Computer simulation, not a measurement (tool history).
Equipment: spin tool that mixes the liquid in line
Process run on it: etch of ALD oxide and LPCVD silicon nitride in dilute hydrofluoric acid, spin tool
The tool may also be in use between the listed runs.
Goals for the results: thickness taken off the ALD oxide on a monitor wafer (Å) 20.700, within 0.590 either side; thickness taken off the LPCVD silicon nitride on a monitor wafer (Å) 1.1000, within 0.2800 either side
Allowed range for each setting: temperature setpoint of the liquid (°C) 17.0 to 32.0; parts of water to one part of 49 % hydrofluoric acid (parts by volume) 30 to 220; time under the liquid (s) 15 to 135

run  hour  temperature setpoint of the liquid (°C)  parts of water to one part of 49 % hydrofluoric acid (parts by volume)  time under the liquid (s)  thickness taken off the ALD oxide on a monitor wafer (Å)  thickness taken off the LPCVD silicon nitride on a monitor wafer (Å)
  1   0.0                                     24.0                                                                     125                         70                                                    57.341                                                                2.7649
  2   8.9                                     24.0                                                                     125                        100                                                    82.409                                                                3.6442
  3  12.0                                     21.5                                                                     125                        100                                                    73.931                                                                3.5419
  4  12.7                                     20.5                                                                     145                         95                                                    57.496                                                                2.7841
  5  15.2                                     22.0                                                                     145                         95                                                    60.329                                                                2.7957
  6  18.3                                     21.0                                                                     160                         90                                                    49.512                                                                2.5451
  7  19.4                                     20.5                                                                     170                         85                                                    42.979                                                                1.9284
  8  25.2                                     20.5                                                                     170                         85                                                    42.692                                                                2.1116
  9  33.5                                     20.0                                                                     180                         80                                                    36.682                                                                1.6999
 10  34.5                                     19.5                                                                     190                         75                                                    31.773                                                                1.6686
 11  40.3                                     19.0                                                                     195                         75                                                    29.861                                                                1.3201
 12  48.6                                     19.0                                                                     200                         70                                                    27.227                                                                1.3200
 13  52.2                                     19.0                                                                     205                         70                                                    26.914                                                                1.4486

Which one of the following 4 next-run settings gets every result inside its allowed miss? There is exactly one.
  A  55.8                                     21.5                                                                     215                        105                                                         ?                                                                     ?
  B  55.8                                     21.0                                                                     220                         55                                                         ?                                                                     ?
  C  55.8                                     19.0                                                                     170                         85                                                         ?                                                                     ?
  D  55.8                                     18.5                                                                     210                         90                                                         ?                                                                     ?

move  thickness taken off the ALD oxide on a monitor wafer (Å)  thickness taken off the LPCVD silicon nitride on a monitor wafer (Å)
   A                                                    40.869                                                                2.1611
   B                                                    20.429                                                                1.0718
   C                                                    39.725                                                                1.8657
   D                                                    32.123                                                                1.5578
A: the biggest miss grows against the last run
B: hits every target within its allowed miss
C: the biggest miss grows against the last run
D: the biggest miss grows against the last run
B meets every target.
